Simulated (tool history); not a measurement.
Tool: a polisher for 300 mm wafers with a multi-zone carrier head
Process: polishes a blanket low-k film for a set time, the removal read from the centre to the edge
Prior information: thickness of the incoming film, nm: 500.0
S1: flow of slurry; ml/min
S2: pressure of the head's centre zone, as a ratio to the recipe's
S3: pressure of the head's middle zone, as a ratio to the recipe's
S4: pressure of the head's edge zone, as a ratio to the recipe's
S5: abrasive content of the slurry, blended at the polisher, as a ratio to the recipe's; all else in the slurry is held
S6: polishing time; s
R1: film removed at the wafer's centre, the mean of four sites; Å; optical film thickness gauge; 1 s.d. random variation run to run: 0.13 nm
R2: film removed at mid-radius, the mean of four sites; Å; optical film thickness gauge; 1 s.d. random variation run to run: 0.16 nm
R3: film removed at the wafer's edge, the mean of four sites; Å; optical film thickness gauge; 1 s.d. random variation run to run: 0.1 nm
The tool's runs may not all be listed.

run	hour	S1	S2	S3	S4	S5	S6	R1	R2	R3
1	0.0	300	1.00	1.00	1.00	1.00	66	177.25	172.33	174.73
2	2.2	300	1.00	1.01	0.98	0.90	64	160.01	156.39	155.60
3	6.1	300	1.00	1.01	0.98	0.85	64	155.48	152.85	151.76
4	11.9	300	1.00	1.01	1.01	0.85	64	156.02	150.65	154.61
5	19.1	300	0.94	1.01	1.01	0.85	64	144.74	149.71	155.11
# hour 22.4: worn pad replaced by a new one
6	22.4	300	0.94	1.05	1.01	0.85	64	161.80	172.96	168.11
7	23.8	385	0.99	1.03	0.91	0.60	51	108.56	110.63	104.35
8	26.5	385	1.00	1.04	0.91	0.60	51	112.77	110.62	103.25
9	31.6	385	1.00	1.05	0.92	0.60	51	110.43	113.44	106.31
10	40.2	385	1.01	1.06	0.92	0.60	51	112.39	113.51	103.54
11	48.9	385	1.02	1.07	0.93	0.60	51	114.59	112.75	104.54
12	57.1	400	1.05	1.17	0.94	0.70	51	130.38	132.72	116.65
13	62.6	400	1.05	1.16	0.93	0.70	51	131.08	129.99	117.01
14	64.0	400	1.05	1.16	0.92	0.70	51	129.39	135.89	116.08
15	68.1	400	1.05	1.15	0.92	0.70	51	128.11	134.48	115.64
16	75.2	400	1.05	1.14	0.92	0.70	51	129.86	133.85	116.20
17	76.3	395	1.05	1.13	0.92	0.70	51	129.88	135.35	116.38

Run 18 has not been measured yet. What should we expect?
18	77.2	395	1.05	1.12	0.92	0.70	51	?	?	?

R1: 130.38 Å
R2: 131.22 Å
R3: 115.36 Å
